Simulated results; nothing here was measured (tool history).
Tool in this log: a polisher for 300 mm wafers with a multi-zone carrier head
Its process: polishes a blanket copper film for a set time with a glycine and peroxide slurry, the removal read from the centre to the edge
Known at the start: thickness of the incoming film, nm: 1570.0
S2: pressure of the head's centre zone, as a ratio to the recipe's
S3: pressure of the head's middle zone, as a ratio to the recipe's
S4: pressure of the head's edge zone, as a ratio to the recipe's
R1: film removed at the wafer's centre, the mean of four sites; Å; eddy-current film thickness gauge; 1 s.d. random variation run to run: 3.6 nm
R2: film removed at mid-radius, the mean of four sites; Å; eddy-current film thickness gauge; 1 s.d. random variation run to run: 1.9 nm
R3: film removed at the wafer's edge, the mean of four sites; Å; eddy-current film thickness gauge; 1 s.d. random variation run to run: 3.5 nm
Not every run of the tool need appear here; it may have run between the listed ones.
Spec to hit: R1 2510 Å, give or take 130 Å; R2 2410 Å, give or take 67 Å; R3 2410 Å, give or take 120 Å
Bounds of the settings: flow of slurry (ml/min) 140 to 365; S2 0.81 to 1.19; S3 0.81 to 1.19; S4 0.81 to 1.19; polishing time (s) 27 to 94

Run 1, hour 0: flow of slurry (ml/min) 235, S2 1, S3 1, S4 1, polishing time (s) 60. Result: R1 2813.2 Å, R2 2851.4 Å, R3 2903.9 Å.
Run 2, hour 8.9: flow of slurry (ml/min) 235, S2 1, S3 0.93, S4 1, polishing time (s) 60. Result: R1 2803.5 Å, R2 2644 Å, R3 2995.1 Å.
Run 3, hour 16.1: flow of slurry (ml/min) 235, S2 1, S3 0.85, S4 1, polishing time (s) 60. Result: R1 2874.3 Å, R2 2484.4 Å, R3 2947.7 Å.
Run 4, hour 17: flow of slurry (ml/min) 285, S2 1, S3 0.85, S4 1, polishing time (s) 60. Result: R1 2921.9 Å, R2 2589.7 Å, R3 2973.6 Å.
At hour 19.2: slurry nozzle cleaned.
Run 5, hour 19.2: flow of slurry (ml/min) 290, S2 1, S3 0.86, S4 0.98, polishing time (s) 59. Result: R1 3219.8 Å, R2 2707.7 Å, R3 3040.6 Å.
Run 6, hour 22.3: flow of slurry (ml/min) 290, S2 1.03, S3 0.86, S4 0.98, polishing time (s) 59. Result: R1 3205.6 Å, R2 2741.8 Å, R3 3106.6 Å.
Run 7, hour 26.6: flow of slurry (ml/min) 285, S2 1.02, S3 0.87, S4 0.97, polishing time (s) 58. Result: R1 3051.1 Å, R2 2694.1 Å, R3 2976.2 Å.
Run 8, hour 32.8: flow of slurry (ml/min) 280, S2 1.01, S3 0.87, S4 0.96, polishing time (s) 57. Result: R1 3025.9 Å, R2 2642.3 Å, R3 2863.4 Å.
Run 9, hour 41.3: flow of slurry (ml/min) 280, S2 1.01, S3 0.87, S4 0.96, polishing time (s) 57. Result: R1 3036.5 Å, R2 2660.9 Å, R3 2932.1 Å.
Run 10, hour 43.5: flow of slurry (ml/min) 280, S2 1, S3 0.88, S4 0.95, polishing time (s) 56. Result: R1 2953.2 Å, R2 2625.2 Å, R3 2923 Å.
Run 11, hour 49.4: flow of slurry (ml/min) 260, S2 1.01, S3 0.98, S4 0.85, polishing time (s) 45. Result: R1 2394.5 Å, R2 2306.5 Å, R3 2101.6 Å.
Run 12, hour 53.8: flow of slurry (ml/min) 265, S2 1.01, S3 0.98, S4 0.86, polishing time (s) 45. Result: R1 2365.8 Å, R2 2285.7 Å, R3 2188.6 Å.
Run 13, hour 56.9: flow of slurry (ml/min) 270, S2 1.01, S3 0.98, S4 0.87, polishing time (s) 45. Result: R1 2381.9 Å, R2 2268.1 Å, R3 2224.7 Å.
Run 14, hour 57.8: flow of slurry (ml/min) 275, S2 1.01, S3 0.98, S4 0.87, polishing time (s) 45. Result: R1 2328.6 Å, R2 2294.3 Å, R3 2178.1 Å.

Exercise: of the 4 proposed moves below, exactly one satisfies all targets within the stated allowed misses. Which move is it?
Run A, hour 58.7: flow of slurry (ml/min) 280, S2 1.12, S3 1.07, S4 0.81, polishing time (s) 47. Result: R1 ?, R2 ?, R3 ?.
Run B, hour 58.7: flow of slurry (ml/min) 350, S2 0.98, S3 0.93, S4 0.88, polishing time (s) 48. Result: R1 ?, R2 ?, R3 ?.
Run C, hour 58.7: flow of slurry (ml/min) 310, S2 0.9, S3 1.05, S4 1.13, polishing time (s) 42. Result: R1 ?, R2 ?, R3 ?.
Run D, hour 58.7: flow of slurry (ml/min) 290, S2 1.1, S3 1.04, S4 0.81, polishing time (s) 47. Result: R1 ?, R2 ?, R3 ?.

move      R1      R2      R3
   A  2785.4  2579.3  2182.7
   B  2544.8  2393.4  2356.3
   C  2020.2    2294  2302.6
   D  2746.3  2527.5  2189.9
A: lands further from the targets than the last run did
B: all results in spec
C: gets the furthest-off result to its target, but another result is out of tolerance
D: better than the last run, though not everything is in spec
Correct choice: B, which meets every target
